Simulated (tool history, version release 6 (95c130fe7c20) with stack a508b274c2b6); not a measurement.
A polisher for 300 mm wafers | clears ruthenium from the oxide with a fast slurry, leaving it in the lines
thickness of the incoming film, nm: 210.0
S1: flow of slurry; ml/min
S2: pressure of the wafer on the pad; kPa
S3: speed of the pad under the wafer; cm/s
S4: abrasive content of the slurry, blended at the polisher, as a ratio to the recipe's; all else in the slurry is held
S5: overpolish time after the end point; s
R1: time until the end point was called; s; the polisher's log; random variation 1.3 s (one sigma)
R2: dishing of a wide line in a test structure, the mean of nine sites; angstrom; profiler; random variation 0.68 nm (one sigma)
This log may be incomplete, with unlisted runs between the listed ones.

{"run": 1, "hour": 0.0, "S1": 320, "S2": 11.7, "S3": 96, "S4": 1.0, "S5": 18, "R1": 103.89, "R2": 302.01}
{"run": 2, "hour": 8.1, "S1": 320, "S2": 11.7, "S3": 96, "S4": 1.15, "S5": 18, "R1": 94.76, "R2": 313.2}
{"run": 3, "hour": 11.7, "S1": 350, "S2": 11.7, "S3": 96, "S4": 1.15, "S5": 18, "R1": 93.648, "R2": 316.0}
{"run": 4, "hour": 14.6, "S1": 350, "S2": 11.7, "S3": 112, "S4": 1.15, "S5": 18, "R1": 80.728, "R2": 366.83}
{"run": 5, "hour": 22.9, "S1": 345, "S2": 12.4, "S3": 112, "S4": 1.1, "S5": 20, "R1": 79.984, "R2": 413.31}
{"run": 6, "hour": 24.2, "S1": 340, "S2": 13.1, "S3": 112, "S4": 1.05, "S5": 21, "R1": 77.449, "R2": 433.57}
{"run": 7, "hour": 26.4, "S1": 340, "S2": 13.1, "S3": 114, "S4": 1.05, "S5": 23, "R1": 76.919, "R2": 491.72}

Forecast run 8:
{"run": 8, "hour": 34.1, "S1": 340, "S2": 14.5, "S3": 114, "S4": 1.05, "S5": 26, "R1": "?", "R2": "?"}

{"run 8": {"R1": 72.846, "R2": 584.79}}
